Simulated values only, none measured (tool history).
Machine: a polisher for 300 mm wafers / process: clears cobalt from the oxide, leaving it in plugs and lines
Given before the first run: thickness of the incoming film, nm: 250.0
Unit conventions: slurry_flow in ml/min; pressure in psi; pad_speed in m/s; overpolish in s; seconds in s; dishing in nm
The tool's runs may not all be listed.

Run 1, hour 0.0: slurry_flow 255 ml/min, pressure 2.2 psi, pad_speed 0.98 m/s, overpolish 9 s. Result: seconds 51.192 s, dishing 35.172 nm.
Run 2, hour 6.2: slurry_flow 255 ml/min, pressure 2.2 psi, pad_speed 1.20 m/s, overpolish 9 s. Result: seconds 41.733 s, dishing 39.811 nm.
Run 3, hour 7.1: slurry_flow 255 ml/min, pressure 2.1 psi, pad_speed 1.20 m/s, overpolish 8 s. Result: seconds 42.681 s, dishing 35.845 nm.
Run 4, hour 12.6: slurry_flow 255 ml/min, pressure 1.7 psi, pad_speed 1.20 m/s, overpolish 8 s. Result: seconds 51.964 s, dishing 30.991 nm.
Run 5, hour 16.9: slurry_flow 255 ml/min, pressure 1.7 psi, pad_speed 1.10 m/s, overpolish 8 s. Result: seconds 58.014 s, dishing 28.292 nm.
Run 6, hour 24.4: slurry_flow 255 ml/min, pressure 1.7 psi, pad_speed 1.10 m/s, overpolish 6 s. Result: seconds 59.015 s, dishing 22.553 nm.
Run 7, hour 25.9: slurry_flow 255 ml/min, pressure 1.8 psi, pad_speed 1.10 m/s, overpolish 6 s. Result: seconds 53.672 s, dishing 24.222 nm.

Run 8, settings as shown, results not yet in. Your forecast:
Run 8, hour 32.2: slurry_flow 255 ml/min, pressure 2.1 psi, pad_speed 1.10 m/s, overpolish 4 s. Result: seconds ?, dishing ?.

seconds: 48.931 s
dishing: 18.931 nm
